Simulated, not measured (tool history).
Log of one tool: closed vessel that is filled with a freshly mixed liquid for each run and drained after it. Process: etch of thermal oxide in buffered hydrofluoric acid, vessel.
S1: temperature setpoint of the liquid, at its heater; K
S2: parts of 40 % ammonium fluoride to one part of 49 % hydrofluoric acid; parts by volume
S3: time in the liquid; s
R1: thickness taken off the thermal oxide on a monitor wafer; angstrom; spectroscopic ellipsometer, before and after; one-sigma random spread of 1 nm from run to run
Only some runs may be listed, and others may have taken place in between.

Run 1, day 0.000: S1 294.15 K, S2 11.0 parts by volume, S3 90 s. Result: R1 880.84 angstrom.
Run 2, day 0.217: S1 295.65 K, S2 11.0 parts by volume, S3 90 s. Result: R1 943.79 angstrom.
Run 3, day 0.488: S1 293.65 K, S2 11.0 parts by volume, S3 90 s. Result: R1 836.05 angstrom.
Run 4, day 0.642: S1 293.65 K, S2 11.0 parts by volume, S3 90 s. Result: R1 843.77 angstrom.
Run 5, day 0.854: S1 293.65 K, S2 8.5 parts by volume, S3 90 s. Result: R1 1033.20 angstrom.
Run 6, day 1.083: S1 295.15 K, S2 8.5 parts by volume, S3 90 s. Result: R1 1130.50 angstrom.
Run 7, day 1.308: S1 295.65 K, S2 8.5 parts by volume, S3 90 s. Result: R1 1157.70 angstrom.

Run 8 has not been measured yet. What should we expect?
Run 8, day 1.588: S1 296.15 K, S2 8.5 parts by volume, S3 90 s. Result: R1 ?.

{"run 8": {"R1": 1213.2}}

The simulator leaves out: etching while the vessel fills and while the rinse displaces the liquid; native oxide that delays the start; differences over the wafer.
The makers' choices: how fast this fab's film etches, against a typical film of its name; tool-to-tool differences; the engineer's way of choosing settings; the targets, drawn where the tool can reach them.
